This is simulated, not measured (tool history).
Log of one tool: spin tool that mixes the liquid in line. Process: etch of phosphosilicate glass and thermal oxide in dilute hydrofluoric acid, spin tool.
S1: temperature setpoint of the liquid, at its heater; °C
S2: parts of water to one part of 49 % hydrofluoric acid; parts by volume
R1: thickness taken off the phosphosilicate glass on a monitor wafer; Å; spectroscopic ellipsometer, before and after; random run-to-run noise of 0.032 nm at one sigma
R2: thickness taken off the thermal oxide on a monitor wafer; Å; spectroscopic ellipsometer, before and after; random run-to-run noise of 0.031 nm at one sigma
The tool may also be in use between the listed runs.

run 1 hour=0 | S1=24 S2=260 time_under_the_liquid_(s)=35 | R1=65.897 R2=5.8382
run 2 hour=3.2 | S1=24 S2=165 time_under_the_liquid_(s)=35 | R1=116.06 R2=11.272
run 3 hour=5.6 | S1=24 S2=165 time_under_the_liquid_(s)=40 | R1=132.95 R2=11.744
run 4 hour=10.3 | S1=24 S2=130 time_under_the_liquid_(s)=40 | R1=175.16 R2=14.1
run 5 hour=18.4 | S1=24 S2=190 time_under_the_liquid_(s)=40 | R1=111.75 R2=10.75
run 6 hour=19.1 | S1=22.5 S2=205 time_under_the_liquid_(s)=40 | R1=96.451 R2=8.1815
run 7 hour=27.1 | S1=21.5 S2=215 time_under_the_liquid_(s)=40 | R1=88.696 R2=8.8151
run 8 hour=34.8 | S1=21 S2=225 time_under_the_liquid_(s)=40 | R1=81.37 R2=7.5593
run 9 hour=35.4 | S1=20 S2=230 time_under_the_liquid_(s)=40 | R1=76.321 R2=7.11
run 10 hour=41 | S1=19.5 S2=235 time_under_the_liquid_(s)=40 | R1=73.265 R2=6.9614
run 11 hour=46.3 | S1=19 S2=240 time_under_the_liquid_(s)=40 | R1=69.904 R2=6.0766
run 12 hour=49.1 | S1=18.5 S2=245 time_under_the_liquid_(s)=40 | R1=66.454 R2=6.5835

Predict the results of run 13:
run 13 hour=57 | S1=18 S2=250 time_under_the_liquid_(s)=40 | R1=? R2=?

Run 13 yielded R1 64.102 Å, R2 5.8193 Å.
